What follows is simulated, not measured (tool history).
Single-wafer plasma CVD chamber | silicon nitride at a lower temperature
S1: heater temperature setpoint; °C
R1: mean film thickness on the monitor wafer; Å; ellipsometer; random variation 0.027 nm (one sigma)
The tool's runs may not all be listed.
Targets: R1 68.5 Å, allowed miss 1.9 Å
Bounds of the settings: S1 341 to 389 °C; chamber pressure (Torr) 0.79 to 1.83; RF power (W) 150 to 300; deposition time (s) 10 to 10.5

{"run": 1, "day": 0.0, "S1": 365, "chamber pressure (Torr)": 1.31, "RF power (W)": 225, "deposition time (s)": 10.5, "R1": 94.236}
{"run": 2, "day": 0.358, "S1": 370, "chamber pressure (Torr)": 1.31, "RF power (W)": 225, "deposition time (s)": 10.5, "R1": 93.615}
{"run": 3, "day": 0.575, "S1": 370, "chamber pressure (Torr)": 1.51, "RF power (W)": 225, "deposition time (s)": 10.5, "R1": 99.102}
{"run": 4, "day": 0.929, "S1": 360, "chamber pressure (Torr)": 1.51, "RF power (W)": 225, "deposition time (s)": 10.5, "R1": 99.416}
{"run": 5, "day": 1.267, "S1": 353, "chamber pressure (Torr)": 1.51, "RF power (W)": 225, "deposition time (s)": 10.5, "R1": 100.09}
{"run": 6, "day": 1.45, "S1": 353, "chamber pressure (Torr)": 1.45, "RF power (W)": 215, "deposition time (s)": 10.4, "R1": 92.829}
{"run": 7, "day": 1.679, "S1": 353, "chamber pressure (Torr)": 1.39, "RF power (W)": 210, "deposition time (s)": 10.4, "R1": 88.798}
{"run": 8, "day": 1.933, "S1": 353, "chamber pressure (Torr)": 1.33, "RF power (W)": 205, "deposition time (s)": 10.4, "R1": 85.089}
{"run": 9, "day": 2.246, "S1": 353, "chamber pressure (Torr)": 1.28, "RF power (W)": 205, "deposition time (s)": 10.4, "R1": 83.82}
{"run": 10, "day": 2.592, "S1": 353, "chamber pressure (Torr)": 1.02, "RF power (W)": 170, "deposition time (s)": 10.2, "R1": 60.575}
{"run": 11, "day": 2.929, "S1": 353, "chamber pressure (Torr)": 1.05, "RF power (W)": 170, "deposition time (s)": 10.2, "R1": 61.819}
{"run": 12, "day": 2.988, "S1": 353, "chamber pressure (Torr)": 1.31, "RF power (W)": 180, "deposition time (s)": 10.2, "R1": 72.179}
{"run": 13, "day": 3.196, "S1": 353, "chamber pressure (Torr)": 1.3, "RF power (W)": 180, "deposition time (s)": 10.2, "R1": 71.87}
{"run": 14, "day": 3.25, "S1": 353, "chamber pressure (Torr)": 1.29, "RF power (W)": 180, "deposition time (s)": 10.2, "R1": 72.241}
{"run": 15, "day": 3.596, "S1": 353, "chamber pressure (Torr)": 1.29, "RF power (W)": 180, "deposition time (s)": 10.2, "R1": 72.425}
{"run": 16, "day": 3.817, "S1": 353, "chamber pressure (Torr)": 1.28, "RF power (W)": 180, "deposition time (s)": 10.2, "R1": 72.014}
{"run": 17, "day": 4.075, "S1": 353, "chamber pressure (Torr)": 1.27, "RF power (W)": 180, "deposition time (s)": 10.2, "R1": 71.862}
{"run": 18, "day": 4.192, "S1": 353, "chamber pressure (Torr)": 1.26, "RF power (W)": 180, "deposition time (s)": 10.2, "R1": 71.473}
{"run": 19, "day": 4.4, "S1": 353, "chamber pressure (Torr)": 1.25, "RF power (W)": 180, "deposition time (s)": 10.2, "R1": 71.25}
{"run": 20, "day": 4.521, "S1": 353, "chamber pressure (Torr)": 1.24, "RF power (W)": 180, "deposition time (s)": 10.2, "R1": 70.626}

4 next moves are on the table. One of them brings every result within its allowed miss. Which?
{"run": "A", "day": 4.642, "S1": 350, "chamber pressure (Torr)": 1.01, "RF power (W)": 195, "deposition time (s)": 10, "R1": "?"}
{"run": "B", "day": 4.642, "S1": 349, "chamber pressure (Torr)": 1.03, "RF power (W)": 200, "deposition time (s)": 10.5, "R1": "?"}
{"run": "C", "day": 4.642, "S1": 362, "chamber pressure (Torr)": 1.33, "RF power (W)": 175, "deposition time (s)": 10.5, "R1": "?"}
{"run": "D", "day": 4.642, "S1": 351, "chamber pressure (Torr)": 1.3, "RF power (W)": 185, "deposition time (s)": 10.3, "R1": "?"}

move=A R1=68.972
move=B R1=75.152
move=C R1=72.598
move=D R1=75.32
A: meets every target
B: further off than the last run
C: further off than the last run
D: further off than the last run
The right move is A.

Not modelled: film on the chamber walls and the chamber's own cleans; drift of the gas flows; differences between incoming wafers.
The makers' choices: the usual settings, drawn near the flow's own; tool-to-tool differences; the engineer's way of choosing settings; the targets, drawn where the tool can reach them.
